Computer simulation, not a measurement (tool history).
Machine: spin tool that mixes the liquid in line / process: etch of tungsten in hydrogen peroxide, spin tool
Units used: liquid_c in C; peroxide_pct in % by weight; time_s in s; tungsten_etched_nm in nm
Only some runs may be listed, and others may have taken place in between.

| run | hour | liquid_c | peroxide_pct | time_s | tungsten_etched_nm |
|---|---|---|---|---|---|
| 1 | 0 | 54 | 19.5 | 15 | 27.024 |
| 2 | 5.8 | 54 | 19.5 | 15 | 27.309 |
| 3 | 6.6 | 52.5 | 19.5 | 15 | 24.475 |
| 4 | 11.2 | 52.5 | 19.5 | 15 | 24.632 |
| 5 | 16.7 | 51.5 | 19.5 | 15 | 23.419 |
| 6 | 24.1 | 51.5 | 16.5 | 15 | 21.469 |
| 7 | 30.8 | 50.5 | 16.5 | 15 | 20.019 |

For run 8, what comes out?
| 8 | 37.2 | 44 | 16.5 | 15 | ? |

Run 8 produced tungsten_etched_nm 13.479 nm.
